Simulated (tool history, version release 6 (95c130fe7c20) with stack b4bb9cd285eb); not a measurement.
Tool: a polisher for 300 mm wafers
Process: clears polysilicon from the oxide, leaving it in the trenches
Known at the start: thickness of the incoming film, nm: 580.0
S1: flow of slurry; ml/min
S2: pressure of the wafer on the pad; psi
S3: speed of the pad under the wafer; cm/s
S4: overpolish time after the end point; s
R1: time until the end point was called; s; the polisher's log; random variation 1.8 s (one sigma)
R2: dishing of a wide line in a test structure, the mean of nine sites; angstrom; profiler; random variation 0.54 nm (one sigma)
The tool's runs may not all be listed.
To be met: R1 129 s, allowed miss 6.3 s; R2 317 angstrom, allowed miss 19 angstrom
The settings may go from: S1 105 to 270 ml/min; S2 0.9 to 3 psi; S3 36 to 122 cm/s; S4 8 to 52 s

{"run": 1, "hour": 0.0, "S1": 175, "S2": 1.9, "S3": 78, "S4": 26, "R1": 76.01, "R2": 383.79}
{"run": 2, "hour": 1.7, "S1": 175, "S2": 1.9, "S3": 78, "S4": 35, "R1": 72.95, "R2": 394.54}
{"run": 3, "hour": 2.4, "S1": 175, "S2": 1.7, "S3": 78, "S4": 35, "R1": 82.141, "R2": 407.78}
{"run": 4, "hour": 4.0, "S1": 175, "S2": 1.7, "S3": 92, "S4": 35, "R1": 70.666, "R2": 414.7}
{"run": 5, "hour": 6.7, "S1": 175, "S2": 1.7, "S3": 92, "S4": 42, "R1": 70.959, "R2": 393.78}
{"run": 6, "hour": 12.2, "S1": 160, "S2": 1.7, "S3": 82, "S4": 44, "R1": 77.858, "R2": 389.71}
{"run": 7, "hour": 21.2, "S1": 150, "S2": 1.7, "S3": 74, "S4": 46, "R1": 87.408, "R2": 399.55}
{"run": 8, "hour": 22.3, "S1": 140, "S2": 1.7, "S3": 66, "S4": 47, "R1": 99.194, "R2": 405.08}
{"run": 9, "hour": 24.0, "S1": 140, "S2": 1.7, "S3": 66, "S4": 47, "R1": 100.32, "R2": 410.58}
{"run": 10, "hour": 31.4, "S1": 165, "S2": 1.6, "S3": 66, "S4": 48, "R1": 100.97, "R2": 398.75}
{"run": 11, "hour": 32.5, "S1": 185, "S2": 1.6, "S3": 62, "S4": 49, "R1": 106.45, "R2": 391.65}
{"run": 12, "hour": 40.7, "S1": 235, "S2": 1.4, "S3": 50, "S4": 36, "R1": 140.9, "R2": 400.14}
{"run": 13, "hour": 47.3, "S1": 240, "S2": 1.5, "S3": 48, "S4": 38, "R1": 137.67, "R2": 387.65}
{"run": 14, "hour": 54.9, "S1": 245, "S2": 1.6, "S3": 46, "S4": 41, "R1": 134.12, "R2": 393.1}
{"run": 15, "hour": 60.3, "S1": 250, "S2": 1.7, "S3": 44, "S4": 42, "R1": 134.23, "R2": 409.19}
{"run": 16, "hour": 65.0, "S1": 220, "S2": 1.5, "S3": 50, "S4": 35, "R1": 131.83, "R2": 387.89}
{"run": 17, "hour": 65.9, "S1": 200, "S2": 1.5, "S3": 50, "S4": 30, "R1": 134.92, "R2": 374.03}
{"run": 18, "hour": 72.7, "S1": 180, "S2": 1.5, "S3": 50, "S4": 26, "R1": 139.72, "R2": 377.58}
{"run": 19, "hour": 77.4, "S1": 230, "S2": 1.4, "S3": 50, "S4": 15, "R1": 142.98, "R2": 320.63}
{"run": 20, "hour": 80.4, "S1": 230, "S2": 1.4, "S3": 50, "S4": 15, "R1": 141.15, "R2": 319.43}

5 next moves are on the table. One of them brings every result within its allowed miss. Which?
{"run": "A", "hour": 83.4, "S1": 265, "S2": 1.4, "S3": 50, "S4": 26, "R1": "?", "R2": "?"}
{"run": "B", "hour": 83.4, "S1": 215, "S2": 1.3, "S3": 54, "S4": 14, "R1": "?", "R2": "?"}
{"run": "C", "hour": 83.4, "S1": 205, "S2": 1.5, "S3": 54, "S4": 12, "R1": "?", "R2": "?"}
{"run": "D", "hour": 83.4, "S1": 225, "S2": 1.4, "S3": 46, "S4": 18, "R1": "?", "R2": "?"}
{"run": "E", "hour": 83.4, "S1": 205, "S2": 1.5, "S3": 48, "S4": 20, "R1": "?", "R2": "?"}

move=A R1=140.76 R2=370.17
move=B R1=143.94 R2=307.04
move=C R1=126.71 R2=303.56
move=D R1=154.94 R2=328.8
move=E R1=141.37 R2=349.4
A: further off than the last run
B: further off than the last run
C: meets every target
D: further off than the last run
E: as far off as the last run
The right move is C.
